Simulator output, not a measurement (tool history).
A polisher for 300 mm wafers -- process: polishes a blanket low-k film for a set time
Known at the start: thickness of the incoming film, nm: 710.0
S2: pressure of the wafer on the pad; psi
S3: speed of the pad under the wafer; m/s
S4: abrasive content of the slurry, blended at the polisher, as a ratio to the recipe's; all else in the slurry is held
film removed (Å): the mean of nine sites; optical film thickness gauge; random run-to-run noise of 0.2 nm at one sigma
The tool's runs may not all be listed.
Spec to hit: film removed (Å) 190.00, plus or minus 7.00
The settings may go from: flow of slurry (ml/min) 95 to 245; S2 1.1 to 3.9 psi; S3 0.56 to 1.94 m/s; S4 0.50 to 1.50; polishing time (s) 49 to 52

Run 1, hour 0.0: flow of slurry (ml/min) 155, S2 2.5 psi, S3 1.24 m/s, S4 1.00, polishing time (s) 49. Result: film removed (Å) 295.73.
Run 2, hour 5.2: flow of slurry (ml/min) 155, S2 2.3 psi, S3 1.24 m/s, S4 1.00, polishing time (s) 49. Result: film removed (Å) 273.50.
Run 3, hour 6.7: flow of slurry (ml/min) 155, S2 2.2 psi, S3 1.24 m/s, S4 1.00, polishing time (s) 49. Result: film removed (Å) 269.16.
Run 4, hour 14.1: flow of slurry (ml/min) 155, S2 2.2 psi, S3 1.24 m/s, S4 1.00, polishing time (s) 52. Result: film removed (Å) 286.99.
Run 5, hour 22.4: flow of slurry (ml/min) 155, S2 2.2 psi, S3 1.24 m/s, S4 1.20, polishing time (s) 52. Result: film removed (Å) 309.47.
Run 6, hour 26.5: flow of slurry (ml/min) 155, S2 2.2 psi, S3 1.24 m/s, S4 1.20, polishing time (s) 49. Result: film removed (Å) 290.93.
Run 7, hour 31.5: flow of slurry (ml/min) 155, S2 2.0 psi, S3 1.24 m/s, S4 1.20, polishing time (s) 49. Result: film removed (Å) 277.82.
Run 8, hour 34.7: flow of slurry (ml/min) 155, S2 1.8 psi, S3 1.22 m/s, S4 1.20, polishing time (s) 49. Result: film removed (Å) 256.60.
Run 9, hour 39.3: flow of slurry (ml/min) 155, S2 1.7 psi, S3 1.20 m/s, S4 1.20, polishing time (s) 49. Result: film removed (Å) 243.76.
Run 10, hour 45.3: flow of slurry (ml/min) 155, S2 1.6 psi, S3 1.18 m/s, S4 1.20, polishing time (s) 49. Result: film removed (Å) 230.60.
Run 11, hour 49.2: flow of slurry (ml/min) 155, S2 1.5 psi, S3 1.18 m/s, S4 1.20, polishing time (s) 49. Result: film removed (Å) 215.59.
Run 12, hour 54.2: flow of slurry (ml/min) 150, S2 1.3 psi, S3 1.18 m/s, S4 1.20, polishing time (s) 49. Result: film removed (Å) 197.27.
Run 13, hour 62.8: flow of slurry (ml/min) 150, S2 1.3 psi, S3 1.18 m/s, S4 1.20, polishing time (s) 49. Result: film removed (Å) 201.30.
Run 14, hour 69.6: flow of slurry (ml/min) 145, S2 1.3 psi, S3 1.18 m/s, S4 1.20, polishing time (s) 49. Result: film removed (Å) 198.36.

5 next moves are on the table. One of them brings every result within its allowed miss. Which?
Run A, hour 76.4: flow of slurry (ml/min) 140, S2 1.1 psi, S3 1.10 m/s, S4 1.30, polishing time (s) 49. Result: film removed (Å) ?.
Run B, hour 76.4: flow of slurry (ml/min) 145, S2 1.1 psi, S3 1.20 m/s, S4 1.15, polishing time (s) 51. Result: film removed (Å) ?.
Run C, hour 76.4: flow of slurry (ml/min) 160, S2 1.3 psi, S3 1.20 m/s, S4 1.25, polishing time (s) 50. Result: film removed (Å) ?.
Run D, hour 76.4: flow of slurry (ml/min) 150, S2 1.4 psi, S3 1.04 m/s, S4 1.25, polishing time (s) 52. Result: film removed (Å) ?.
Run E, hour 76.4: flow of slurry (ml/min) 125, S2 1.1 psi, S3 1.20 m/s, S4 1.15, polishing time (s) 49. Result: film removed (Å) ?.

move  film removed (Å)
   A            176.24
   B            188.15
   C            213.33
   D            204.22
   E            175.30
A: takes the biggest miss from the last run beyond its target
B: every result lands within tolerance
C: moves away from the targets compared with the last run
D: moves away from the targets compared with the last run
E: takes the biggest miss from the last run beyond its target
Go with B: it meets all targets.
